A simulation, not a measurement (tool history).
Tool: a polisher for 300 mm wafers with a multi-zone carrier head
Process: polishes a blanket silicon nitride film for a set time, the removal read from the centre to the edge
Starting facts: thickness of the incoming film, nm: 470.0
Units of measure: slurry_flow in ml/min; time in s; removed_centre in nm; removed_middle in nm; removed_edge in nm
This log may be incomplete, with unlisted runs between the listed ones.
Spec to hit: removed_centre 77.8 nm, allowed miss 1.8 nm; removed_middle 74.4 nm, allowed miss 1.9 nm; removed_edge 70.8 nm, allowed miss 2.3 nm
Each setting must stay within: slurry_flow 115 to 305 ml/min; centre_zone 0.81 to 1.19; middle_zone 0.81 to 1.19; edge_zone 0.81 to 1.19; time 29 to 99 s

run  hour  slurry_flow  centre_zone  middle_zone  edge_zone  time  removed_centre  removed_middle  removed_edge
  1     0          195            1            1          1    64           59.79          58.779        60.821
  2   1.2          215         1.04         1.04       1.04    65           63.18          62.695        61.415
  3   9.5          215         1.04         1.04       1.12    65          64.056          63.247        64.922
  4  14.2          215         1.04         1.12       1.12    65          64.372           66.77        63.759
  5  15.9          225         1.07         1.12       1.14    66          67.447          67.001        66.379
  6  18.2          225         1.07         1.12       1.19    66          67.254          68.354        67.582
  7  22.4          240         1.09         1.14       1.19    66          69.108          70.209        68.105
  8  26.3          250         1.11         1.14       1.19    66          71.291          70.291        68.894
  9  35.1          260         1.13         1.15       1.19    66            72.4          70.283        68.566
 10  42.4          265         1.14         1.16       1.19    67           73.95          72.056        70.057
 11  49.7          270         1.15         1.17       1.19    67          74.916           73.42        70.128
 12  57.1          275         1.16         1.17       1.19    67          76.617          72.089        70.463

Which one of the following 5 next-run settings gets every result inside its allowed miss? There is exactly one.
  A  64.5          265         1.15         1.08       1.19    67               ?               ?             ?
  B  64.5          250         1.18         1.19       1.19    68               ?               ?             ?
  C  64.5          270         1.19         1.12       1.17    67               ?               ?             ?
  D  64.5          260         1.06          1.1       1.19    71               ?               ?             ?
  E  64.5          275         1.09         1.08       1.19    70               ?               ?             ?

move  removed_centre  removed_middle  removed_edge
   A          75.392          69.456        70.085
   B          78.067          76.158        70.707
   C          78.215          71.774        69.526
   D          73.452          74.659        74.141
   E          74.935          72.856        73.426
A: the biggest miss grows against the last run
B: every result within its allowed miss
C: the biggest miss grows against the last run
D: the furthest-off result lands on target, but another misses its tolerance
E: the furthest-off result lands on target, but another misses its tolerance
So the answer is move B, the one that meets all the targets.

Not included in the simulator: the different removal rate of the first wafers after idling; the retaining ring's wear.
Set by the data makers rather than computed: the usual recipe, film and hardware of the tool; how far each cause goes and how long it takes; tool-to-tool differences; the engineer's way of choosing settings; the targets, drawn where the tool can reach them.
